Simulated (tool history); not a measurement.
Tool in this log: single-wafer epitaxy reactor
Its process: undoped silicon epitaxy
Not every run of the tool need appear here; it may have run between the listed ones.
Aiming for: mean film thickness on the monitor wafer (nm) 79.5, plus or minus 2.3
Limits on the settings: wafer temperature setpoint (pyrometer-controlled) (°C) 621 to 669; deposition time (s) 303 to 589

run,hour,wafer temperature setpoint (pyrometer-controlled) (°C),deposition time (s),mean film thickness on the monitor wafer (nm)
1,0,645,446,63.3
2,3.7,645,414,58.545
3,8.3,645,390,55.296
4,13.9,641,390,50.51
5,21.4,641,336,43.435
6,27.8,646,336,48.691
7,33.4,658,344,64.246
8,34.4,661,345,68.966
9,38.7,663,346,72.792

Consider the 5 candidate settings below. Which is the only one whose results all fall within their allowed miss of target?
A,43,668,364,?
B,43,669,333,?
C,43,659,335,?
D,43,663,328,?
E,43,661,344,?

move,mean film thickness on the monitor wafer (nm)
A,85.012
B,79.413
C,64.705
D,68.964
E,69.33
A: moves the result that the last run missed by most past its target, out the other side
B: meets every target
C: its largest miss is bigger than the last run's
D: its largest miss is bigger than the last run's
E: its largest miss is bigger than the last run's
Answer: B
